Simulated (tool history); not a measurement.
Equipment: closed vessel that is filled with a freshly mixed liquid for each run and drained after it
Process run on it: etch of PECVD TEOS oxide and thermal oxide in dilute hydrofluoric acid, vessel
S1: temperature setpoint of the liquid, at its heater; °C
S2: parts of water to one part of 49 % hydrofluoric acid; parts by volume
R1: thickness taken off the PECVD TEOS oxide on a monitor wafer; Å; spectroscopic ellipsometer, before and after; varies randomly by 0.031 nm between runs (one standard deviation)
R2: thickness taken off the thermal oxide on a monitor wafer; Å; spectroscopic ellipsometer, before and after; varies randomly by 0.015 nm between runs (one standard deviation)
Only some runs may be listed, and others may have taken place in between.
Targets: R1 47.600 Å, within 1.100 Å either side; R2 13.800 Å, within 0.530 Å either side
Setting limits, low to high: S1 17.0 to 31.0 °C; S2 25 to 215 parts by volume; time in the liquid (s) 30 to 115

run 1 hour=0.0 | S1=23.0 S2=120 time_in_the_liquid_(s)=60 | R1=77.156 R2=22.401
run 2 hour=2.9 | S1=23.0 S2=140 time_in_the_liquid_(s)=60 | R1=64.689 R2=18.743
run 3 hour=6.3 | S1=22.0 S2=140 time_in_the_liquid_(s)=60 | R1=62.228 R2=18.336
run 4 hour=14.1 | S1=21.5 S2=145 time_in_the_liquid_(s)=60 | R1=58.653 R2=16.922
run 5 hour=22.9 | S1=20.5 S2=145 time_in_the_liquid_(s)=60 | R1=55.514 R2=16.396
run 6 hour=31.8 | S1=20.0 S2=145 time_in_the_liquid_(s)=60 | R1=55.993 R2=16.281
run 7 hour=33.3 | S1=19.5 S2=145 time_in_the_liquid_(s)=60 | R1=54.811 R2=15.885
run 8 hour=36.2 | S1=19.0 S2=145 time_in_the_liquid_(s)=60 | R1=53.576 R2=15.162
run 9 hour=37.7 | S1=19.0 S2=150 time_in_the_liquid_(s)=60 | R1=50.722 R2=14.819
run 10 hour=46.5 | S1=19.0 S2=150 time_in_the_liquid_(s)=60 | R1=50.614 R2=14.980
run 11 hour=55.1 | S1=18.5 S2=150 time_in_the_liquid_(s)=60 | R1=50.556 R2=14.640
run 12 hour=61.8 | S1=17.5 S2=155 time_in_the_liquid_(s)=60 | R1=46.171 R2=13.439

Exercise: of the 4 proposed moves below, exactly one satisfies all targets within the stated allowed misses. Which move is it?
run A hour=68.5 | S1=18.0 S2=155 time_in_the_liquid_(s)=60 | R1=? R2=?
run B hour=68.5 | S1=17.0 S2=100 time_in_the_liquid_(s)=35 | R1=? R2=?
run C hour=68.5 | S1=17.0 S2=145 time_in_the_liquid_(s)=55 | R1=? R2=?
run D hour=68.5 | S1=17.0 S2=165 time_in_the_liquid_(s)=65 | R1=? R2=?

move=A R1=46.747 R2=13.544
move=B R1=42.876 R2=12.422
move=C R1=44.410 R2=12.866
move=D R1=45.242 R2=13.107
A: all results in spec
B: misses by more than the last run did
C: misses by more than the last run did
D: misses by more than the last run did
So the answer is move A, the one that meets all the targets.
